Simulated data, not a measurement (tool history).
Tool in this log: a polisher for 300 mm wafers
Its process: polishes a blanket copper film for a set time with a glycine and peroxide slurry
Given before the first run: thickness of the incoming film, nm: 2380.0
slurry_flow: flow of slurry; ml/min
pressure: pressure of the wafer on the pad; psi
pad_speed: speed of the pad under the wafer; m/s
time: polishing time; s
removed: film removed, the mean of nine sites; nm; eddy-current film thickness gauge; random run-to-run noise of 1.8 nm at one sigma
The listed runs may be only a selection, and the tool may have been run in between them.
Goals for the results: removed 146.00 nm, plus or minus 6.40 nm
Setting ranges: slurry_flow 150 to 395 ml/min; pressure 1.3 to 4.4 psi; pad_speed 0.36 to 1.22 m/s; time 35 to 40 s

run 1 day=0.000 | slurry_flow=250 pressure=2.8 pad_speed=0.78 time=40 | removed=196.91
run 2 day=0.042 | slurry_flow=250 pressure=2.7 pad_speed=0.78 time=40 | removed=187.84
run 3 day=0.233 | slurry_flow=250 pressure=2.6 pad_speed=0.78 time=40 | removed=184.67
run 4 day=0.379 | slurry_flow=250 pressure=2.5 pad_speed=0.78 time=40 | removed=178.03
run 5 day=0.408 | slurry_flow=250 pressure=2.8 pad_speed=0.78 time=40 | removed=191.45
run 6 day=0.558 | slurry_flow=250 pressure=2.7 pad_speed=0.78 time=40 | removed=186.54
run 7 day=0.696 | slurry_flow=250 pressure=2.6 pad_speed=0.78 time=40 | removed=186.95
run 8 day=0.808 | slurry_flow=250 pressure=2.5 pad_speed=0.78 time=40 | removed=178.51
run 9 day=0.979 | slurry_flow=250 pressure=2.4 pad_speed=0.78 time=40 | removed=170.82
run 10 day=1.354 | slurry_flow=250 pressure=2.3 pad_speed=0.78 time=40 | removed=165.31
run 11 day=1.604 | slurry_flow=250 pressure=2.1 pad_speed=0.78 time=40 | removed=155.12

5 candidate next runs follow, results not yet known. Just one meets every target within its allowed miss. Identify it.
run A day=1.854 | slurry_flow=220 pressure=2.5 pad_speed=0.82 time=35 | removed=?
run B day=1.854 | slurry_flow=245 pressure=1.9 pad_speed=0.96 time=40 | removed=?
run C day=1.854 | slurry_flow=250 pressure=2.4 pad_speed=0.74 time=35 | removed=?
run D day=1.854 | slurry_flow=175 pressure=2.4 pad_speed=0.82 time=40 | removed=?
run E day=1.854 | slurry_flow=260 pressure=2.3 pad_speed=0.80 time=40 | removed=?

move=A removed=158.16
move=B removed=167.60
move=C removed=144.08
move=D removed=168.96
move=E removed=169.88
A: further off than the last run
B: further off than the last run
C: all results in spec
D: further off than the last run
E: further off than the last run
The right move is C.

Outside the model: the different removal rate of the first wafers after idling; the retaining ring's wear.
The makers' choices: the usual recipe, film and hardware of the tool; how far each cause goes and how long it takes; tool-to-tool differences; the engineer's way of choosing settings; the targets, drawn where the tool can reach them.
